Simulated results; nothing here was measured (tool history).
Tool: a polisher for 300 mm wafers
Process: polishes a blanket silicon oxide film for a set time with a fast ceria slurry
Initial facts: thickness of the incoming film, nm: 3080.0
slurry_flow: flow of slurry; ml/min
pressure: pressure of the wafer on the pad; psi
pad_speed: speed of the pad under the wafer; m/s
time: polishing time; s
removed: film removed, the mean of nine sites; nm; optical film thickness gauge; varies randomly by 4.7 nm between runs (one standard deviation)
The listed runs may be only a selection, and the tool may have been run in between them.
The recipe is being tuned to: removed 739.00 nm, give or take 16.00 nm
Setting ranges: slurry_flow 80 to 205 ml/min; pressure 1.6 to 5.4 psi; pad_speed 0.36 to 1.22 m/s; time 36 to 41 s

| run | day | slurry_flow | pressure | pad_speed | time | removed |
|---|---|---|---|---|---|---|
| 1 | 0.000 | 135 | 3.5 | 0.78 | 41 | 642.19 |
| 2 | 0.142 | 145 | 3.5 | 0.78 | 41 | 644.00 |
| 3 | 0.421 | 145 | 3.5 | 0.98 | 41 | 819.83 |
| 4 | 0.554 | 140 | 3.5 | 0.98 | 41 | 807.89 |
| 5 | 0.858 | 165 | 3.5 | 0.98 | 41 | 826.83 |
| 6 | 1.042 | 165 | 3.4 | 0.98 | 41 | 808.65 |
| 7 | 1.408 | 160 | 3.4 | 0.98 | 41 | 806.01 |
| 8 | 1.488 | 155 | 3.4 | 0.98 | 41 | 793.94 |
| 9 | 1.838 | 150 | 3.4 | 0.98 | 41 | 799.59 |

Consider the 5 candidate settings below. Which is the only one whose results all fall within their allowed miss of target?
| A | 2.188 | 175 | 3.9 | 0.90 | 41 | ? |
| B | 2.188 | 120 | 3.4 | 1.10 | 41 | ? |
| C | 2.188 | 175 | 3.5 | 1.12 | 37 | ? |
| D | 2.188 | 125 | 4.6 | 0.80 | 36 | ? |
| E | 2.188 | 190 | 3.8 | 1.04 | 38 | ? |

| move | removed |
|---|---|
| A | 867.52 |
| B | 857.45 |
| C | 872.54 |
| D | 747.92 |
| E | 914.14 |
A: its largest miss is bigger than the last run's
B: its largest miss is bigger than the last run's
C: its largest miss is bigger than the last run's
D: in spec on every target
E: its largest miss is bigger than the last run's
Move D is the one to make.
